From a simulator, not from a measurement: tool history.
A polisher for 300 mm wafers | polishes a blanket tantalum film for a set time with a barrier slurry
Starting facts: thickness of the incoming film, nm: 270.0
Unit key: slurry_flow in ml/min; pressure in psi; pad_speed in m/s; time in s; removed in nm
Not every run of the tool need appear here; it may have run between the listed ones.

Run 1, day 0.000: slurry_flow 195 ml/min, pressure 1.3 psi, pad_speed 0.98 m/s, slurry_solids 1.0, time 102 s. Result: removed 91.586 nm.
Run 2, day 0.054: slurry_flow 195 ml/min, pressure 1.3 psi, pad_speed 0.98 m/s, slurry_solids 1.0, time 102 s. Result: removed 91.442 nm.
Run 3, day 0.312: slurry_flow 200 ml/min, pressure 1.3 psi, pad_speed 0.98 m/s, slurry_solids 1.0, time 102 s. Result: removed 92.707 nm.
Run 4, day 0.342: slurry_flow 210 ml/min, pressure 1.3 psi, pad_speed 0.98 m/s, slurry_solids 1.0, time 102 s. Result: removed 92.711 nm.
Run 5, day 0.671: slurry_flow 210 ml/min, pressure 1.3 psi, pad_speed 0.98 m/s, slurry_solids 1.2, time 102 s. Result: removed 96.220 nm.
Run 6, day 0.875: slurry_flow 215 ml/min, pressure 1.3 psi, pad_speed 0.98 m/s, slurry_solids 1.2, time 102 s. Result: removed 96.149 nm.
Run 7, day 1.033: slurry_flow 220 ml/min, pressure 1.3 psi, pad_speed 0.98 m/s, slurry_solids 1.2, time 102 s. Result: removed 97.313 nm.
Run 8, day 1.258: slurry_flow 225 ml/min, pressure 1.3 psi, pad_speed 0.98 m/s, slurry_solids 1.2, time 102 s. Result: removed 97.536 nm.

What will run 9 give?
Run 9, day 1.600: slurry_flow 230 ml/min, pressure 1.3 psi, pad_speed 0.98 m/s, slurry_solids 1.2, time 102 s. Result: removed ?.

Run 9 produced removed 98.494 nm.
